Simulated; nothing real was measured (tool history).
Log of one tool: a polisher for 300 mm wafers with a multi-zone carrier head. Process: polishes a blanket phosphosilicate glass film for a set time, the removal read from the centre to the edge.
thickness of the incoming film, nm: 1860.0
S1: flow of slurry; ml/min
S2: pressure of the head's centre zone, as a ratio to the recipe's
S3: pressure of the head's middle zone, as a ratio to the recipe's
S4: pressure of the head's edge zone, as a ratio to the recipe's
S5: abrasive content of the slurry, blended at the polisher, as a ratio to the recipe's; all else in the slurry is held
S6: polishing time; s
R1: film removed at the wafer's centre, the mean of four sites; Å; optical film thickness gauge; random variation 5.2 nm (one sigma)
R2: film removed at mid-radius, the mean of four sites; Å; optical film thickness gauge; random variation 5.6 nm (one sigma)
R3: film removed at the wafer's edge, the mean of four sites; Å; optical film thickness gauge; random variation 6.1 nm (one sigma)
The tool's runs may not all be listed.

Run 1, hour 0: S1 170 ml/min, S2 1, S3 1, S4 1, S5 1, S6 86 s. Result: R1 6002.1 Å, R2 5922.5 Å, R3 6195.1 Å.
Run 2, hour 0.7: S1 190 ml/min, S2 1, S3 1, S4 1, S5 1, S6 86 s. Result: R1 6220.4 Å, R2 6104.8 Å, R3 6364.2 Å.
Run 3, hour 2.4: S1 190 ml/min, S2 1, S3 1, S4 0.97, S5 1, S6 86 s. Result: R1 6250.9 Å, R2 6215.2 Å, R3 6278.1 Å.
Run 4, hour 4: S1 190 ml/min, S2 0.92, S3 1, S4 0.97, S5 1, S6 86 s. Result: R1 5649.5 Å, R2 6130.4 Å, R3 6313.2 Å.
Run 5, hour 9.3: S1 190 ml/min, S2 0.92, S3 1, S4 0.97, S5 1.2, S6 86 s. Result: R1 6147.3 Å, R2 6510.5 Å, R3 6592.2 Å.
Run 6, hour 13: S1 170 ml/min, S2 0.92, S3 1, S4 0.97, S5 1.2, S6 86 s. Result: R1 5957.6 Å, R2 6359.7 Å, R3 6512 Å.
Run 7, hour 13.8: S1 220 ml/min, S2 0.96, S3 1.07, S4 1.07, S5 1.25, S6 86 s. Result: R1 6659.3 Å, R2 7243.5 Å, R3 7181 Å.

Forecast run 8:
Run 8, hour 21.5: S1 225 ml/min, S2 0.96, S3 1.07, S4 1.07, S5 1.25, S6 86 s. Result: R1 ?, R2 ?, R3 ?.

{"run 8": {"R1": 6698.6, "R2": 7254.3, "R3": 7237.5}}

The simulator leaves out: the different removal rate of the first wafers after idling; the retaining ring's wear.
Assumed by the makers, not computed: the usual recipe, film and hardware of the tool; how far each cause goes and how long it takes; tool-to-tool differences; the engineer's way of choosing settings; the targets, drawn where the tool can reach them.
